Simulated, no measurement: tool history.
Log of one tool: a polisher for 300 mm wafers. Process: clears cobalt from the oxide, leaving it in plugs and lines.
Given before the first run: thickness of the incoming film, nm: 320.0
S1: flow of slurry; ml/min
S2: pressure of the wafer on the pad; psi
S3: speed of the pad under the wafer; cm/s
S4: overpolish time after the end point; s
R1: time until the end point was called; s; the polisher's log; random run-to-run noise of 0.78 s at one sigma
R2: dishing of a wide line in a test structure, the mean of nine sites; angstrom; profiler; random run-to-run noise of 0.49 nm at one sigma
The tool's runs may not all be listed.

run  hour   S1   S2   S3  S4      R1      R2
  1     0  170  1.4   88  25  88.992  529.96
  2   2.8  170  1.6   88  25  80.904  569.57
  3   9.5  165  1.4   96  20  83.741  474.08
  4  16.6  145  1.2  108  17  87.661  431.71
  5  18.5  180  1.2  108  17   83.98  426.87
  6  22.4  180  1.2  108  21  86.231  504.17

For run 7, what comes out?
  7  31.2  170  1.2  108   9   ?   ?

{"run 7": {"R1": 84.738, "R2": 259.03}}
